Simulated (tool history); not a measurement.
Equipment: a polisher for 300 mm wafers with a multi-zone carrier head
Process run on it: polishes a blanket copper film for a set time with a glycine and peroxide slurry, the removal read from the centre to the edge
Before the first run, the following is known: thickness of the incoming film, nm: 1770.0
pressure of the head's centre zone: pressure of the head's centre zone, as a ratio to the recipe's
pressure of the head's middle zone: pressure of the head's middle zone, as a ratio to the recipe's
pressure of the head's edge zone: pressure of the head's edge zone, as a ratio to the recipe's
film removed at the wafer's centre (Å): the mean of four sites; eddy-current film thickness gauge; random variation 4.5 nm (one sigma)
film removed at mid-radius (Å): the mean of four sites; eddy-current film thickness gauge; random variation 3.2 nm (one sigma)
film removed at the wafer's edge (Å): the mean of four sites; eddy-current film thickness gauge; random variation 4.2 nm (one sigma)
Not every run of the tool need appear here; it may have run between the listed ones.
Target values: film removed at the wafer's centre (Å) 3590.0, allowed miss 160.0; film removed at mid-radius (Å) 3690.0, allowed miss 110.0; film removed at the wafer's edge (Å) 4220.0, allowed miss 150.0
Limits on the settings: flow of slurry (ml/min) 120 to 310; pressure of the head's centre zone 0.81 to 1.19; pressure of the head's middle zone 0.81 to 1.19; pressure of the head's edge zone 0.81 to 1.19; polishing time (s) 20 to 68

| run | hour | flow of slurry (ml/min) | pressure of the head's centre zone | pressure of the head's middle zone | pressure of the head's edge zone | polishing time (s) | film removed at the wafer's centre (Å) | film removed at mid-radius (Å) | film removed at the wafer's edge (Å) |
|---|---|---|---|---|---|---|---|---|---|
| 1 | 0.0 | 200 | 1.00 | 1.00 | 1.00 | 44 | 2836.9 | 2782.8 | 2796.0 |
| 2 | 5.6 | 200 | 0.99 | 0.99 | 1.03 | 46 | 2972.8 | 2895.7 | 2957.8 |
| 3 | 14.5 | 200 | 0.99 | 0.99 | 1.09 | 46 | 2952.3 | 2862.3 | 3040.7 |
| 4 | 23.1 | 200 | 0.98 | 0.99 | 1.11 | 48 | 3043.5 | 3050.6 | 3259.5 |
| 5 | 29.5 | 205 | 0.97 | 0.98 | 1.12 | 49 | 3066.6 | 3071.4 | 3370.1 |
| 6 | 30.1 | 205 | 0.97 | 0.93 | 1.12 | 49 | 3032.2 | 2938.1 | 3351.2 |
| 7 | 35.8 | 210 | 0.97 | 0.94 | 1.13 | 50 | 3118.9 | 3066.7 | 3421.3 |
| 8 | 40.0 | 205 | 0.97 | 0.94 | 1.14 | 51 | 3290.6 | 3126.8 | 3471.0 |
| 9 | 43.6 | 215 | 0.96 | 0.94 | 1.15 | 52 | 3259.5 | 3173.7 | 3574.9 |

Of the 4 settings listed for the next run, only one would bring every result within its allowed miss of target. Which one?
| A | 47.2 | 225 | 1.01 | 0.92 | 1.18 | 44 | ? | ? | ? |
| B | 47.2 | 265 | 0.87 | 0.89 | 1.10 | 61 | ? | ? | ? |
| C | 47.2 | 240 | 1.06 | 1.07 | 1.03 | 49 | ? | ? | ? |
| D | 47.2 | 225 | 1.12 | 0.94 | 0.98 | 43 | ? | ? | ? |

| move | film removed at the wafer's centre (Å) | film removed at mid-radius (Å) | film removed at the wafer's edge (Å) |
|---|---|---|---|
| A | 2976.5 | 2659.5 | 3120.8 |
| B | 3632.3 | 3665.5 | 4241.2 |
| C | 3517.5 | 3393.1 | 3259.0 |
| D | 3228.5 | 2645.3 | 2778.4 |
A: its largest miss is bigger than the last run's
B: all results land within tolerance of their targets
C: its largest miss is bigger than the last run's
D: its largest miss is bigger than the last run's
The move that meets every target is B.
